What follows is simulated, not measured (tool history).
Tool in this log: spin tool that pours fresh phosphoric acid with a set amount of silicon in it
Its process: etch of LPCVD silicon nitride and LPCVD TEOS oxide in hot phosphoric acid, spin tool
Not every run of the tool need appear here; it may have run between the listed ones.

run,hour,temperature setpoint of the liquid (K),silicon dissolved in the acid as it is poured (mg a litre),time under the liquid (s),thickness taken off the LPCVD silicon nitride on a monitor wafer (Å),thickness taken off the LPCVD TEOS oxide on a monitor wafer (Å)
1,0.0,433.15,15.0,180,122.05,7.7153
2,8.5,434.15,14.5,180,125.86,8.6467
3,14.3,434.15,18.5,180,125.58,7.6291
4,21.0,434.15,10.0,180,125.87,9.0421
5,23.4,435.65,10.0,180,133.83,10.4430
6,31.5,435.65,17.5,180,133.18,8.6252

The next listed run, before its measurement:
7,39.7,436.15,16.0,180,?,?

{"run 7": {"thickness taken off the LPCVD silicon nitride on a monitor wafer (Å)": 135.57, "thickness taken off the LPCVD TEOS oxide on a monitor wafer (Å)": 9.2562}}

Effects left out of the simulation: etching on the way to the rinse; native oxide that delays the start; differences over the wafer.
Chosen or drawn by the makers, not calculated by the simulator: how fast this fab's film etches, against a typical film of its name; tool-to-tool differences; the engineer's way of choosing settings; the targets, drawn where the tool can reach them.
